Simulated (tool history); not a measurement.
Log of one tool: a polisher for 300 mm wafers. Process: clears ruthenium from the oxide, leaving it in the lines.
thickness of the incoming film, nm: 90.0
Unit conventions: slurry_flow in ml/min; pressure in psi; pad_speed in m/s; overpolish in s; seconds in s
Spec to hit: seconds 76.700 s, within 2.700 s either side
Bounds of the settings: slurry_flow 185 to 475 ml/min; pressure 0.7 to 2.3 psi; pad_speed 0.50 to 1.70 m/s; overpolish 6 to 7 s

run    day  slurry_flow  pressure  pad_speed  overpolish  seconds
  1  0.000          305       1.5       1.10           7   91.339
  2  0.354          305       1.6       1.10           7   85.972
  3  0.558          305       1.6       0.88           7  104.330
  4  0.900          305       1.7       0.88           7  100.990
  5  0.958          305       1.8       0.88           7   94.361
  6  1.200          305       1.9       0.88           7   90.847
  7  1.233          305       2.0       0.88           7   84.145
  8  1.342          305       2.1       0.88           7   81.300

Exercise: of the 4 proposed moves below, exactly one satisfies all targets within the stated allowed misses. Which move is it?
  A  1.450          295       2.0       0.90           7        ?
  B  1.450          305       2.0       0.84           6        ?
  C  1.450          310       1.9       0.96           6        ?
  D  1.450          320       1.9       1.04           6        ?

move  seconds
   A   83.710
   B   89.164
   C   82.300
   D   75.945
A: the biggest miss grows against the last run
B: the biggest miss grows against the last run
C: the biggest miss grows against the last run
D: all results land within tolerance of their targets
So the answer is move D, the one that meets all the targets.
